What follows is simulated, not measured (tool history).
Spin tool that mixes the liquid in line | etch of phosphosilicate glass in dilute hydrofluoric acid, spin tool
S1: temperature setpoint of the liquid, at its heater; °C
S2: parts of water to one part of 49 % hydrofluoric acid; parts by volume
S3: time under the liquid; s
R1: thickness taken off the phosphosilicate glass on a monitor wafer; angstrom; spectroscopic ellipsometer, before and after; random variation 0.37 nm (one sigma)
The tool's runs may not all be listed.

Run 1, hour 0.0: S1 21.0 °C, S2 210 parts by volume, S3 60 s. Result: R1 483.75 angstrom.
Run 2, hour 7.4: S1 21.0 °C, S2 180 parts by volume, S3 60 s. Result: R1 580.98 angstrom.
Run 3, hour 8.0: S1 22.5 °C, S2 175 parts by volume, S3 60 s. Result: R1 638.69 angstrom.
Run 4, hour 10.2: S1 23.5 °C, S2 175 parts by volume, S3 60 s. Result: R1 666.20 angstrom.
Run 5, hour 11.7: S1 22.0 °C, S2 175 parts by volume, S3 60 s. Result: R1 630.24 angstrom.
Run 6, hour 17.8: S1 23.0 °C, S2 175 parts by volume, S3 60 s. Result: R1 650.26 angstrom.
Run 7, hour 22.3: S1 24.0 °C, S2 175 parts by volume, S3 60 s. Result: R1 677.47 angstrom.
Run 8, hour 24.3: S1 25.0 °C, S2 175 parts by volume, S3 60 s. Result: R1 700.41 angstrom.

Run 9 comes next. What will it give?
Run 9, hour 32.4: S1 29.0 °C, S2 155 parts by volume, S3 60 s. Result: R1 ?.

{"run 9": {"R1": 941.44}}

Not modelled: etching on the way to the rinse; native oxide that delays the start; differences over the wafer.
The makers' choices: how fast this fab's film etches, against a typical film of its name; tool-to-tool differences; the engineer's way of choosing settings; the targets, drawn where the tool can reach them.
